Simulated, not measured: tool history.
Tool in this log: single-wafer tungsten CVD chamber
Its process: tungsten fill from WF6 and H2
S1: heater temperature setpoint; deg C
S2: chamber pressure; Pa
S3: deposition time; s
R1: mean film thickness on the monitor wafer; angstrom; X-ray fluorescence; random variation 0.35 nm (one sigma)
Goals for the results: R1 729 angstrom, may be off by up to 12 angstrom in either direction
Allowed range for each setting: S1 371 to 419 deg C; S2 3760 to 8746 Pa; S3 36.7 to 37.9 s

Run 1, day 0: S1 395 deg C, S2 6253 Pa, S3 36.7 s. Result: R1 1126.5 angstrom.
Run 2, day 0.283: S1 395 deg C, S2 5360 Pa, S3 36.7 s. Result: R1 1047.3 angstrom.
Run 3, day 0.392: S1 390 deg C, S2 5346 Pa, S3 36.7 s. Result: R1 957.4 angstrom.
Run 4, day 0.725: S1 398 deg C, S2 5346 Pa, S3 36.7 s. Result: R1 1103 angstrom.
Run 5, day 1.025: S1 392 deg C, S2 5320 Pa, S3 36.7 s. Result: R1 983.39 angstrom.
Run 6, day 1.129: S1 392 deg C, S2 4213 Pa, S3 36.7 s. Result: R1 897.76 angstrom.
Run 7, day 1.279: S1 389 deg C, S2 4200 Pa, S3 36.7 s. Result: R1 847.02 angstrom.
Run 8, day 1.479: S1 387 deg C, S2 4186 Pa, S3 36.7 s. Result: R1 807.42 angstrom.
Run 9, day 1.512: S1 386 deg C, S2 4186 Pa, S3 36.7 s. Result: R1 803.85 angstrom.
Run 10, day 1.8: S1 385 deg C, S2 4186 Pa, S3 36.7 s. Result: R1 782.68 angstrom.

Which single option among these 4 for the next run brings every result within its allowed miss of target? Just one does.
Run A, day 2.088: S1 389 deg C, S2 3893 Pa, S3 37 s. Result: R1 ?.
Run B, day 2.088: S1 379 deg C, S2 4293 Pa, S3 37 s. Result: R1 ?.
Run C, day 2.088: S1 383 deg C, S2 3866 Pa, S3 36.8 s. Result: R1 ?.
Run D, day 2.088: S1 375 deg C, S2 5133 Pa, S3 36.7 s. Result: R1 ?.

move      R1
   A  827.32
   B  705.54
   C  728.33
   D   694.7
A: the biggest miss grows against the last run
B: the result that was furthest off in the last run now lies on the other side of its target
C: hits every target within its allowed miss
D: the result that was furthest off in the last run now lies on the other side of its target
C meets every target.
